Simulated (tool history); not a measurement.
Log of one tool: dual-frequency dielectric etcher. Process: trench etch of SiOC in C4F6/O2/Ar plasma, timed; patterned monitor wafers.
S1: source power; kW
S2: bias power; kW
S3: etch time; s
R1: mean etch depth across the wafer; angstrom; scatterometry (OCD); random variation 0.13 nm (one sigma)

{"run": 1, "hour": 0.0, "S1": 0.33, "S2": 0.257, "S3": 27, "R1": 572.18}
{"run": 2, "hour": 1.6, "S1": 0.28, "S2": 0.257, "S3": 27, "R1": 518.24}
{"run": 3, "hour": 10.0, "S1": 0.28, "S2": 0.257, "S3": 27, "R1": 517.13}
{"run": 4, "hour": 11.6, "S1": 0.28, "S2": 0.257, "S3": 28, "R1": 536.97}
{"run": 5, "hour": 18.8, "S1": 0.25, "S2": 0.257, "S3": 28, "R1": 499.79}
{"run": 6, "hour": 25.9, "S1": 0.28, "S2": 0.26, "S3": 28, "R1": 539.91}
{"hour": 30.8, "done": "wet clean of the chamber"}
{"run": 7, "hour": 30.8, "S1": 0.3, "S2": 0.263, "S3": 28, "R1": 544.46}

The next listed run, before its measurement:
{"run": 8, "hour": 31.7, "S1": 0.32, "S2": 0.26, "S3": 28, "R1": "?"}

R1: 563.68 angstrom
